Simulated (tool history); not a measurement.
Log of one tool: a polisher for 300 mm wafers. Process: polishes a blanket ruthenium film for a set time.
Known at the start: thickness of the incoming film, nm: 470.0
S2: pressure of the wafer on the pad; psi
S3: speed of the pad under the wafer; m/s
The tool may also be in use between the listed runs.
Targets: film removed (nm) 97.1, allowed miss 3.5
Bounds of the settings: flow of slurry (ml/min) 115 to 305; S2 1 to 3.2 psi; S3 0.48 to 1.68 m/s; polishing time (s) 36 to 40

Run 1, hour 0: flow of slurry (ml/min) 195, S2 2.1 psi, S3 1.08 m/s, polishing time (s) 40. Result: film removed (nm) 57.28.
Run 2, hour 2.6: flow of slurry (ml/min) 200, S2 2.4 psi, S3 1.08 m/s, polishing time (s) 40. Result: film removed (nm) 65.56.
Run 3, hour 6.5: flow of slurry (ml/min) 160, S2 2.4 psi, S3 1.08 m/s, polishing time (s) 40. Result: film removed (nm) 62.625.
Run 4, hour 8.1: flow of slurry (ml/min) 125, S2 2.4 psi, S3 1.08 m/s, polishing time (s) 40. Result: film removed (nm) 60.899.
Run 5, hour 16.2: flow of slurry (ml/min) 125, S2 2.4 psi, S3 1.08 m/s, polishing time (s) 40. Result: film removed (nm) 61.715.
Run 6, hour 19.3: flow of slurry (ml/min) 125, S2 2.4 psi, S3 1.3 m/s, polishing time (s) 40. Result: film removed (nm) 71.657.
Run 7, hour 22.6: flow of slurry (ml/min) 135, S2 2.5 psi, S3 1.3 m/s, polishing time (s) 40. Result: film removed (nm) 77.614.
Run 8, hour 27.7: flow of slurry (ml/min) 190, S2 2.8 psi, S3 1.3 m/s, polishing time (s) 40. Result: film removed (nm) 92.068.
Run 9, hour 33.7: flow of slurry (ml/min) 195, S2 2.8 psi, S3 1.3 m/s, polishing time (s) 40. Result: film removed (nm) 90.347.
Run 10, hour 38.3: flow of slurry (ml/min) 200, S2 2.8 psi, S3 1.3 m/s, polishing time (s) 40. Result: film removed (nm) 91.94.
Run 11, hour 42: flow of slurry (ml/min) 205, S2 2.8 psi, S3 1.3 m/s, polishing time (s) 40. Result: film removed (nm) 92.002.
Run 12, hour 42.7: flow of slurry (ml/min) 210, S2 2.8 psi, S3 1.3 m/s, polishing time (s) 40. Result: film removed (nm) 92.85.
Run 13, hour 46.5: flow of slurry (ml/min) 215, S2 2.8 psi, S3 1.3 m/s, polishing time (s) 40. Result: film removed (nm) 91.859.

Which of these 5 next moves meets every target?
Run A, hour 50.3: flow of slurry (ml/min) 220, S2 2.6 psi, S3 1.4 m/s, polishing time (s) 38. Result: film removed (nm) ?.
Run B, hour 50.3: flow of slurry (ml/min) 250, S2 2.8 psi, S3 1.28 m/s, polishing time (s) 38. Result: film removed (nm) ?.
Run C, hour 50.3: flow of slurry (ml/min) 280, S2 2.9 psi, S3 1.32 m/s, polishing time (s) 39. Result: film removed (nm) ?.
Run D, hour 50.3: flow of slurry (ml/min) 200, S2 3.2 psi, S3 1.48 m/s, polishing time (s) 37. Result: film removed (nm) ?.
Run E, hour 50.3: flow of slurry (ml/min) 205, S2 3 psi, S3 1.36 m/s, polishing time (s) 40. Result: film removed (nm) ?.

move  film removed (nm)
   A             87.069
   B             87.019
   C             96.337
   D             108.35
   E             101.57
A: further off than the last run
B: further off than the last run
C: meets every target
D: takes the result that was furthest off past its target
E: takes the result that was furthest off past its target
The right move is C.

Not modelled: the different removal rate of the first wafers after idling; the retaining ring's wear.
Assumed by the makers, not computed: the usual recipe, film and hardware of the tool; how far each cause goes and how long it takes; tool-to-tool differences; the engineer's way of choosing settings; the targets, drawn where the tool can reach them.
